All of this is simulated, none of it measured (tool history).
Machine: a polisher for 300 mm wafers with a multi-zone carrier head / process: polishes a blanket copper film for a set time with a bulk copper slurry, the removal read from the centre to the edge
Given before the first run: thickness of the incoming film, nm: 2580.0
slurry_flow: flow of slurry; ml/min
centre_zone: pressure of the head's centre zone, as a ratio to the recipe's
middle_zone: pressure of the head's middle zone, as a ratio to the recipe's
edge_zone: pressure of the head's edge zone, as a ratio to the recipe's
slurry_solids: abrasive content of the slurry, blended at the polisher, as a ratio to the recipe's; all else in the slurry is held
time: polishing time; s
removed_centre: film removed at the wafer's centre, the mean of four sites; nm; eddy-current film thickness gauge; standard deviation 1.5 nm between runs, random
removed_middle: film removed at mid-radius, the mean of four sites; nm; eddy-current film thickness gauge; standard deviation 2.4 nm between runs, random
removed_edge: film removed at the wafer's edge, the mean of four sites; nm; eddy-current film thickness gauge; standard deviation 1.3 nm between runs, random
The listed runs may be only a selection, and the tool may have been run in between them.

run 1 day=0.000 | slurry_flow=285 centre_zone=1.00 middle_zone=1.00 edge_zone=1.00 slurry_solids=1.00 time=31 | removed_centre=289.87 removed_middle=312.42 removed_edge=315.62
run 2 day=0.304 | slurry_flow=280 centre_zone=0.98 middle_zone=0.97 edge_zone=0.97 slurry_solids=0.85 time=28 | removed_centre=240.63 removed_middle=262.09 removed_edge=271.11
run 3 day=0.521 | slurry_flow=280 centre_zone=0.99 middle_zone=0.95 edge_zone=0.94 slurry_solids=0.75 time=26 | removed_centre=218.46 removed_middle=227.68 removed_edge=236.57
run 4 day=0.667 | slurry_flow=275 centre_zone=0.98 middle_zone=0.93 edge_zone=0.91 slurry_solids=0.70 time=25 | removed_centre=207.77 removed_middle=216.66 removed_edge=223.34
run 5 day=0.879 | slurry_flow=275 centre_zone=0.98 middle_zone=0.93 edge_zone=0.91 slurry_solids=0.70 time=18 | removed_centre=149.29 removed_middle=156.74 removed_edge=159.90
run 6 day=1.100 | slurry_flow=275 centre_zone=0.90 middle_zone=0.93 edge_zone=0.91 slurry_solids=0.70 time=18 | removed_centre=134.90 removed_middle=151.18 removed_edge=161.11
run 7 day=1.171 | slurry_flow=285 centre_zone=0.94 middle_zone=0.94 edge_zone=0.95 slurry_solids=0.75 time=18 | removed_centre=145.44 removed_middle=161.22 removed_edge=167.92

What does the tool deliver on the next run?
run 8 day=1.350 | slurry_flow=285 centre_zone=0.94 middle_zone=0.94 edge_zone=0.95 slurry_solids=0.75 time=18 | removed_centre=? removed_middle=? removed_edge=?

{"run 8": {"removed_centre": 144.56, "removed_middle": 159.91, "removed_edge": 166.74}}
